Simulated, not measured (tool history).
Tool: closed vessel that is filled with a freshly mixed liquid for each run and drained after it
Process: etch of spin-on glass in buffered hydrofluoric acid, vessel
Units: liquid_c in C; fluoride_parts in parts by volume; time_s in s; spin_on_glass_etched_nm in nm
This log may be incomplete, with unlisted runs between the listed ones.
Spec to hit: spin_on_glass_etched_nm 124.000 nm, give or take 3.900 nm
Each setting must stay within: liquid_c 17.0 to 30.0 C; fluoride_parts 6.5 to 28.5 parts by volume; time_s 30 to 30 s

Run 1, hour 0.0: liquid_c 22.0 C, fluoride_parts 17.5 parts by volume, time_s 30 s. Result: spin_on_glass_etched_nm 89.968 nm.
Run 2, hour 7.9: liquid_c 23.5 C, fluoride_parts 17.5 parts by volume, time_s 30 s. Result: spin_on_glass_etched_nm 98.395 nm.
Run 3, hour 10.8: liquid_c 23.5 C, fluoride_parts 17.5 parts by volume, time_s 30 s. Result: spin_on_glass_etched_nm 97.499 nm.
Run 4, hour 18.1: liquid_c 24.5 C, fluoride_parts 17.5 parts by volume, time_s 30 s. Result: spin_on_glass_etched_nm 104.370 nm.
Run 5, hour 25.0: liquid_c 25.0 C, fluoride_parts 17.5 parts by volume, time_s 30 s. Result: spin_on_glass_etched_nm 106.480 nm.
Run 6, hour 27.6: liquid_c 25.5 C, fluoride_parts 17.5 parts by volume, time_s 30 s. Result: spin_on_glass_etched_nm 110.310 nm.
Run 7, hour 28.5: liquid_c 26.0 C, fluoride_parts 17.5 parts by volume, time_s 30 s. Result: spin_on_glass_etched_nm 110.150 nm.
Run 8, hour 37.0: liquid_c 26.5 C, fluoride_parts 17.5 parts by volume, time_s 30 s. Result: spin_on_glass_etched_nm 114.580 nm.
Run 9, hour 45.4: liquid_c 27.0 C, fluoride_parts 17.5 parts by volume, time_s 30 s. Result: spin_on_glass_etched_nm 119.410 nm.

4 candidate next runs follow, results not yet known. Just one meets every target within its allowed miss. Identify it.
Run A, hour 53.8: liquid_c 27.0 C, fluoride_parts 18.5 parts by volume, time_s 30 s. Result: spin_on_glass_etched_nm ?.
Run B, hour 53.8: liquid_c 26.5 C, fluoride_parts 18.0 parts by volume, time_s 30 s. Result: spin_on_glass_etched_nm ?.
Run C, hour 53.8: liquid_c 30.0 C, fluoride_parts 22.0 parts by volume, time_s 30 s. Result: spin_on_glass_etched_nm ?.
Run D, hour 53.8: liquid_c 30.0 C, fluoride_parts 19.5 parts by volume, time_s 30 s. Result: spin_on_glass_etched_nm ?.

move  spin_on_glass_etched_nm
   A                  111.630
   B                  111.640
   C                  113.630
   D                  124.340
A: further off than the last run
B: further off than the last run
C: further off than the last run
D: each result inside its tolerance
Correct choice: D, which meets every target

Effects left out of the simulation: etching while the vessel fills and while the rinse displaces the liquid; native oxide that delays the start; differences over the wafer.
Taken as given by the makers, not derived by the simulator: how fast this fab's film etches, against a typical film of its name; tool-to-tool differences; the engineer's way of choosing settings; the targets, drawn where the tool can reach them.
